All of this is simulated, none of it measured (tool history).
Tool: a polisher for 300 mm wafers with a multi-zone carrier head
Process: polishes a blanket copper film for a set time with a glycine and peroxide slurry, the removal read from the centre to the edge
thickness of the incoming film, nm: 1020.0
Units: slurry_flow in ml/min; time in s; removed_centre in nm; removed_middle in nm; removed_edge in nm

run,hour,slurry_flow,centre_zone,middle_zone,edge_zone,time,removed_centre,removed_middle,removed_edge
1,0,195,1,1,1,83,291.56,309.02,293.34
2,1.3,190,0.98,1.01,0.98,79,270.45,291.73,279.58
3,5.9,190,0.98,1.01,0.98,97,325.21,361.73,344.22
4,12.8,190,0.97,1.03,0.97,91,317.92,342.54,329.49
5,21.1,190,0.97,1.11,0.97,91,311.18,361.91,321.91
6,22.4,190,1.05,1.11,0.97,91,335,358.06,325.45
7,30.3,190,1.02,1.12,0.97,85,299.71,347.03,301.89
8,32.8,190,1.01,1.12,0.97,80,283.36,322.32,284.79
9,37.1,190,0.99,1.12,0.97,75,256.42,305.15,265.01
10,44.2,190,0.98,1.12,0.96,71,246.32,283.17,249.69
11,46.4,190,0.96,1.13,0.95,68,227.25,277.45,242.41
12,48,190,0.96,1.14,0.94,65,215.45,267.1,227.93
13,51,190,0.96,1.14,0.94,65,215.82,267.1,223.73
14,56.7,185,0.94,1.13,0.93,64,210.25,261.27,225.18
15,64.8,190,0.93,1.13,0.92,62,202.41,252.38,206.4
16,66.6,190,0.93,1.13,0.92,62,204.42,254.83,214.12
17,72.3,190,0.93,1.13,0.92,62,200.45,252.93,210.55
18,77.3,185,0.92,1.12,0.91,61,192.88,245.51,206.71
19,78.6,185,0.91,1.11,0.9,61,196.37,245.79,210.38
20,80.4,185,0.9,1.11,0.9,60,189.19,242,196.78
21,84.6,180,0.89,1.1,0.9,60,186.49,237.25,205.13
22,89.2,180,0.88,1.1,0.89,59,184.2,231.65,203.12
23,90.4,180,0.87,1.1,0.89,58,180.6,233.05,197.86
24,94.6,180,0.87,1.1,0.89,58,178.87,228.64,199.33
25,103,180,0.87,1.1,0.88,57,175.22,226,191.22
26,111.5,180,0.86,1.1,0.87,57,167.91,227.86,191.35

Forecast run 27:
27,114.2,180,0.86,1.1,0.86,57,?,?,?

removed_centre: 170.04 nm
removed_middle: 229.78 nm
removed_edge: 186.06 nm
